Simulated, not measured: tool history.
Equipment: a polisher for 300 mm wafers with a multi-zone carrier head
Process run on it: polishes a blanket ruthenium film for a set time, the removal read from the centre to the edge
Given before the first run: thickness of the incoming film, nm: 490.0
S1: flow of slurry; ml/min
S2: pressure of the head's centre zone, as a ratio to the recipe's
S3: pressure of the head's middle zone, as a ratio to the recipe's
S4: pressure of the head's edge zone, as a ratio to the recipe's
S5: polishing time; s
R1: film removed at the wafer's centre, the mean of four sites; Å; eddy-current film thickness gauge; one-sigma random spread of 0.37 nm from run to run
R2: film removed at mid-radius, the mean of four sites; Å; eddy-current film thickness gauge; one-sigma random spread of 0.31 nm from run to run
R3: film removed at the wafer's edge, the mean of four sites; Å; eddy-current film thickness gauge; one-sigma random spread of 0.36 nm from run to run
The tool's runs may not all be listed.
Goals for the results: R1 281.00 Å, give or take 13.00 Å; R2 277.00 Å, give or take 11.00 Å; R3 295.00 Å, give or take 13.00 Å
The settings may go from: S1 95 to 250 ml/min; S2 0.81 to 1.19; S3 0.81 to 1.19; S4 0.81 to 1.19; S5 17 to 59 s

run 1 hour=0.0 | S1=160 S2=1.00 S3=1.00 S4=1.00 S5=38 | R1=230.52 R2=224.47 R3=230.86
run 2 hour=6.8 | S1=160 S2=1.00 S3=1.00 S4=1.00 S5=44 | R1=269.99 R2=259.62 R3=259.75
run 3 hour=15.4 | S1=135 S2=1.00 S3=1.00 S4=1.00 S5=44 | R1=256.37 R2=258.91 R3=253.50
run 4 hour=21.9 | S1=145 S2=0.99 S3=1.00 S4=1.02 S5=44 | R1=255.72 R2=257.01 R3=258.97
run 5 hour=25.7 | S1=155 S2=0.99 S3=1.00 S4=1.04 S5=44 | R1=259.17 R2=260.21 R3=261.12
run 6 hour=27.7 | S1=160 S2=0.98 S3=0.99 S4=1.06 S5=45 | R1=273.79 R2=261.27 R3=274.91
run 7 hour=28.4 | S1=160 S2=0.97 S3=1.00 S4=1.07 S5=45 | R1=268.22 R2=274.45 R3=274.99
run 8 hour=32.5 | S1=165 S2=0.97 S3=0.99 S4=1.08 S5=45 | R1=265.77 R2=265.64 R3=275.08

Which single option among these 5 for the next run brings every result within its allowed miss of target? Just one does.
run A hour=36.6 | S1=160 S2=0.89 S3=0.94 S4=1.14 S5=47 | R1=? R2=? R3=?
run B hour=36.6 | S1=135 S2=0.93 S3=0.97 S4=1.19 S5=47 | R1=? R2=? R3=?
run C hour=36.6 | S1=130 S2=1.00 S3=1.03 S4=0.85 S5=47 | R1=? R2=? R3=?
run D hour=36.6 | S1=170 S2=1.01 S3=0.94 S4=1.01 S5=45 | R1=? R2=? R3=?
run E hour=36.6 | S1=180 S2=0.95 S3=0.94 S4=1.09 S5=48 | R1=? R2=? R3=?

move=A R1=255.72 R2=267.64 R3=284.86
move=B R1=256.36 R2=262.44 R3=281.41
move=C R1=272.99 R2=269.21 R3=251.31
move=D R1=281.78 R2=259.11 R3=264.34
move=E R1=285.83 R2=279.30 R3=291.18
A: meets the target for the result that was furthest off, but another lies outside its allowed miss
B: misses by more than the last run did
C: misses by more than the last run did
D: misses by more than the last run did
E: hits every target within its allowed miss
Answer: E

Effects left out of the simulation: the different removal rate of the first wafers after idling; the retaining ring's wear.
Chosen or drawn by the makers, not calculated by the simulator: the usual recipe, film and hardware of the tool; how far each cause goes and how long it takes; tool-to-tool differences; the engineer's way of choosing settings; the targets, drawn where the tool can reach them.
